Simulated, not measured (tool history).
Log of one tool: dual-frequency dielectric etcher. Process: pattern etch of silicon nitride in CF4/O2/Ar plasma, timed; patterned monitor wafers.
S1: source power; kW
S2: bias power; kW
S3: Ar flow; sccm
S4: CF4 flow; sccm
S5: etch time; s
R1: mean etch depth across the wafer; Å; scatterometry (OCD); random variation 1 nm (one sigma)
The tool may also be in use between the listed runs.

run,hour,S1,S2,S3,S4,S5,R1
1,0,0.43,0.063,101,133,180,3309.8
2,3.9,0.37,0.063,101,133,180,2876
3,7.3,0.44,0.064,101,133,180,3402.4
4,15.3,0.44,0.073,101,133,180,3568.1
5,23.8,0.44,0.073,84,133,180,3615.4
6,25.8,0.44,0.073,84,153,180,3657.9
7,34,0.48,0.073,84,153,180,3958.8
8,39.7,0.51,0.073,84,153,180,4225.4

Forecast run 9:
9,45,0.53,0.073,84,153,180,?

R1: 4374.8 Å
